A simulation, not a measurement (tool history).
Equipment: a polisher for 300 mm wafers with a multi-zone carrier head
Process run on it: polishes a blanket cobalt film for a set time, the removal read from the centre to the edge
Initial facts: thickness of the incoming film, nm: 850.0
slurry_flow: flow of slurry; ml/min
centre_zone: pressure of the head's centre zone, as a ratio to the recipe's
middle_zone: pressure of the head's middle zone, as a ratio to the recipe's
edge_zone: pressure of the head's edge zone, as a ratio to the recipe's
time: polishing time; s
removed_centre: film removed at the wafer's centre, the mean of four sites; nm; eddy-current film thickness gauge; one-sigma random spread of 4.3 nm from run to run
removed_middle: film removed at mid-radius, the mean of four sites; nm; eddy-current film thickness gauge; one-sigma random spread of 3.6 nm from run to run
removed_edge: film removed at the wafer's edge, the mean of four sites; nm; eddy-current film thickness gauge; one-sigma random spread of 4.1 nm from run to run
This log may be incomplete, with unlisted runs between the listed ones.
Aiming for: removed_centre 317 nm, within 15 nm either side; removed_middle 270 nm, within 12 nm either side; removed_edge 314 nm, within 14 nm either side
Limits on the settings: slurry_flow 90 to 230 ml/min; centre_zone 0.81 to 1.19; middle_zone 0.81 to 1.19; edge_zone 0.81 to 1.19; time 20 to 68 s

{"run": 1, "day": 0.0, "slurry_flow": 150, "centre_zone": 1, "middle_zone": 1, "edge_zone": 1, "time": 44, "removed_centre": 325.11, "removed_middle": 312.64, "removed_edge": 312.52}
{"run": 2, "day": 0.362, "slurry_flow": 145, "centre_zone": 1, "middle_zone": 0.97, "edge_zone": 1.01, "time": 44, "removed_centre": 322.05, "removed_middle": 306.65, "removed_edge": 322.73}
{"run": 3, "day": 0.583, "slurry_flow": 145, "centre_zone": 1, "middle_zone": 0.97, "edge_zone": 1.01, "time": 37, "removed_centre": 264.79, "removed_middle": 257.81, "removed_edge": 274.67}
{"run": 4, "day": 0.942, "slurry_flow": 145, "centre_zone": 1, "middle_zone": 0.97, "edge_zone": 1.01, "time": 27, "removed_centre": 198.51, "removed_middle": 193.12, "removed_edge": 196.48}
{"run": 5, "day": 1.204, "slurry_flow": 145, "centre_zone": 1, "middle_zone": 0.97, "edge_zone": 0.93, "time": 27, "removed_centre": 191.13, "removed_middle": 188.51, "removed_edge": 189.94}
{"run": 6, "day": 1.329, "slurry_flow": 145, "centre_zone": 1.01, "middle_zone": 0.95, "edge_zone": 0.97, "time": 31, "removed_centre": 226.4, "removed_middle": 213.46, "removed_edge": 217.5}
{"run": 7, "day": 1.404, "slurry_flow": 145, "centre_zone": 1.01, "middle_zone": 0.93, "edge_zone": 1.01, "time": 33, "removed_centre": 235.59, "removed_middle": 224.32, "removed_edge": 236.39}
{"run": 8, "day": 1.488, "slurry_flow": 180, "centre_zone": 1.11, "middle_zone": 0.87, "edge_zone": 1.11, "time": 40, "removed_centre": 333.93, "removed_middle": 261.6, "removed_edge": 313.54}

5 candidate next runs follow, results not yet known. Just one meets every target within its allowed miss. Identify it.
{"run": "A", "day": 1.571, "slurry_flow": 190, "centre_zone": 1.06, "middle_zone": 0.89, "edge_zone": 1.14, "time": 40, "removed_centre": "?", "removed_middle": "?", "removed_edge": "?"}
{"run": "B", "day": 1.571, "slurry_flow": 125, "centre_zone": 0.98, "middle_zone": 0.84, "edge_zone": 1.17, "time": 42, "removed_centre": "?", "removed_middle": "?", "removed_edge": "?"}
{"run": "C", "day": 1.571, "slurry_flow": 185, "centre_zone": 1.18, "middle_zone": 0.95, "edge_zone": 1.07, "time": 41, "removed_centre": "?", "removed_middle": "?", "removed_edge": "?"}
{"run": "D", "day": 1.571, "slurry_flow": 200, "centre_zone": 1.19, "middle_zone": 0.88, "edge_zone": 1.13, "time": 40, "removed_centre": "?", "removed_middle": "?", "removed_edge": "?"}
{"run": "E", "day": 1.571, "slurry_flow": 190, "centre_zone": 1.19, "middle_zone": 0.81, "edge_zone": 1.18, "time": 39, "removed_centre": "?", "removed_middle": "?", "removed_edge": "?"}

move=A removed_centre=327.86 removed_middle=272.01 removed_edge=323.25
move=B removed_centre=294.83 removed_middle=254.55 removed_edge=327.86
move=C removed_centre=372.38 removed_middle=293.13 removed_edge=319.72
move=D removed_centre=370.6 removed_middle=271.18 removed_edge=323.49
move=E removed_centre=358.34 removed_middle=245.28 removed_edge=321.2
A: every result lands within tolerance
B: pushes the last run's worst result past its target
C: lands further from the targets than the last run did
D: lands further from the targets than the last run did
E: lands further from the targets than the last run did
A meets every target.
